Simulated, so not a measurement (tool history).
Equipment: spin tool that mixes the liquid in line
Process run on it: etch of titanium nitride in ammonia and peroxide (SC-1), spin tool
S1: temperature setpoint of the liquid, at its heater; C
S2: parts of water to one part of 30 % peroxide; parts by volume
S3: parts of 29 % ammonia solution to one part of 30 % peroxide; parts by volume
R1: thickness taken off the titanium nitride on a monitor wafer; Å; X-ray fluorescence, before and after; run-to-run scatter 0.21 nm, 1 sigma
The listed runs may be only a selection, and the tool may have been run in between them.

run 1 hour=0 | S1=55 S2=8.5 S3=0.65 time_under_the_liquid_(s)=310 | R1=195.51
run 2 hour=5 | S1=52 S2=8.5 S3=0.65 time_under_the_liquid_(s)=310 | R1=160.22
run 3 hour=12.7 | S1=52 S2=8.5 S3=0.8 time_under_the_liquid_(s)=310 | R1=165.17
run 4 hour=13.9 | S1=52 S2=8.5 S3=0.75 time_under_the_liquid_(s)=310 | R1=161.71
run 5 hour=17.8 | S1=52 S2=8.5 S3=0.75 time_under_the_liquid_(s)=310 | R1=161.28
run 6 hour=23.3 | S1=53 S2=8.5 S3=0.75 time_under_the_liquid_(s)=310 | R1=174.47
run 7 hour=24.4 | S1=54 S2=8.5 S3=0.75 time_under_the_liquid_(s)=310 | R1=184.28

Run 8, settings as shown, results not yet in. Your forecast:
run 8 hour=28.2 | S1=55 S2=8.5 S3=0.75 time_under_the_liquid_(s)=310 | R1=?

R1: 199.49 Å

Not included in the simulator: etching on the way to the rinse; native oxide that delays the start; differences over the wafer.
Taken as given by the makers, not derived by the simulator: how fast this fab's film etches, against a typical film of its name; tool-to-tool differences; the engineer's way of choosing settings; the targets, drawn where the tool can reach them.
